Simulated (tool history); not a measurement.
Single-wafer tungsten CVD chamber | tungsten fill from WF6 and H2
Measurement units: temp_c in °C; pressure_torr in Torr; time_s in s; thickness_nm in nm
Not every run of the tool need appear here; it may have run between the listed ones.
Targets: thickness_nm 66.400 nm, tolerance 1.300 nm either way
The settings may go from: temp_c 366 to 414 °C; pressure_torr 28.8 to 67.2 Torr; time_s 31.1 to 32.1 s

Run 1, day 0.000: temp_c 390 °C, pressure_torr 48.0 Torr, time_s 31.1 s. Result: thickness_nm 95.605 nm.
Run 2, day 0.100: temp_c 380 °C, pressure_torr 48.0 Torr, time_s 31.1 s. Result: thickness_nm 78.981 nm.
Run 3, day 0.308: temp_c 378 °C, pressure_torr 47.9 Torr, time_s 31.1 s. Result: thickness_nm 75.674 nm.
Run 4, day 0.575: temp_c 378 °C, pressure_torr 47.9 Torr, time_s 32.1 s. Result: thickness_nm 78.847 nm.
Run 5, day 0.671: temp_c 378 °C, pressure_torr 47.9 Torr, time_s 31.1 s. Result: thickness_nm 76.447 nm.
Run 6, day 0.975: temp_c 378 °C, pressure_torr 47.9 Torr, time_s 31.1 s. Result: thickness_nm 76.752 nm.
Run 7, day 1.312: temp_c 376 °C, pressure_torr 47.8 Torr, time_s 31.1 s. Result: thickness_nm 73.254 nm.
Run 8, day 1.354: temp_c 375 °C, pressure_torr 47.7 Torr, time_s 31.1 s. Result: thickness_nm 71.195 nm.
Run 9, day 1.725: temp_c 374 °C, pressure_torr 47.7 Torr, time_s 31.1 s. Result: thickness_nm 70.246 nm.
Run 10, day 2.088: temp_c 373 °C, pressure_torr 47.7 Torr, time_s 31.1 s. Result: thickness_nm 68.730 nm.

Which one of the following 5 next-run settings gets every result inside its allowed miss? There is exactly one.
Run A, day 2.450: temp_c 372 °C, pressure_torr 46.9 Torr, time_s 31.9 s. Result: thickness_nm ?.
Run B, day 2.450: temp_c 374 °C, pressure_torr 42.0 Torr, time_s 31.3 s. Result: thickness_nm ?.
Run C, day 2.450: temp_c 367 °C, pressure_torr 49.8 Torr, time_s 31.9 s. Result: thickness_nm ?.
Run D, day 2.450: temp_c 373 °C, pressure_torr 49.9 Torr, time_s 31.1 s. Result: thickness_nm ?.
Run E, day 2.450: temp_c 370 °C, pressure_torr 52.0 Torr, time_s 32.1 s. Result: thickness_nm ?.

move  thickness_nm
   A        68.375
   B        66.312
   C        63.530
   D        69.981
   E        69.325
A: better than the last run, though not everything is in spec
B: in spec on every target
C: the result that was furthest off in the last run now lies on the other side of its target
D: moves away from the targets compared with the last run
E: moves away from the targets compared with the last run
So the answer is move B, the one that meets all the targets.
